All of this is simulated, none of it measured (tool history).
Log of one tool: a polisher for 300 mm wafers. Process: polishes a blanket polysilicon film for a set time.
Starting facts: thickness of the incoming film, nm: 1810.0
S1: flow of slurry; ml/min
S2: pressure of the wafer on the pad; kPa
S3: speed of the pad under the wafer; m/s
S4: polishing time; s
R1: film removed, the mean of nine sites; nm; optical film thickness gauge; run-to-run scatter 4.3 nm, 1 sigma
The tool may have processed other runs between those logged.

run,hour,S1,S2,S3,S4,R1
1,0.0,300,23.4,0.84,44,383.67
2,8.4,300,25.5,0.84,44,414.44
3,11.6,305,28.3,0.84,44,457.09
4,16.8,305,28.3,0.84,44,461.06
5,23.5,245,28.3,0.84,44,449.42
6,25.3,260,30.3,0.86,44,499.89

Expected results for the next run?
7,32.6,275,31.7,0.88,44,?

{"run 7": {"R1": 532.35}}
